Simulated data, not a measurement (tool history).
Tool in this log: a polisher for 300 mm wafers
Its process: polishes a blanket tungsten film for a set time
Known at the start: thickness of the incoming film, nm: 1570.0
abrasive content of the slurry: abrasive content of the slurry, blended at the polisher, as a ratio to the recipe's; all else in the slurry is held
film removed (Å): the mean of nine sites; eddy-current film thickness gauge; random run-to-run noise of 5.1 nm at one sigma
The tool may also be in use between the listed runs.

run,hour,flow of slurry (ml/min),pressure of the wafer on the pad (kPa),speed of the pad under the wafer (cm/s),abrasive content of the slurry,polishing time (s),film removed (Å)
1,0,235,27.6,108,1,106,5135.9
2,2.4,240,29,108,1,106,5402.6
3,10.9,245,30.3,108,1,106,5721.6
4,14.8,250,31,108,1,106,5780.6
5,18.1,250,28.3,108,1,106,5256.7
6,25.1,250,29.6,108,1,106,5615.6
7,25.8,265,30.3,108,1,106,5741.7
8,27.1,265,31,108,1,106,5902.5
9,35.1,270,31.7,108,1,106,6014.7

For run 10, what comes out?
10,43,270,32.4,108,1,106,?

Run 10 came out at film removed (Å) 6140.7.
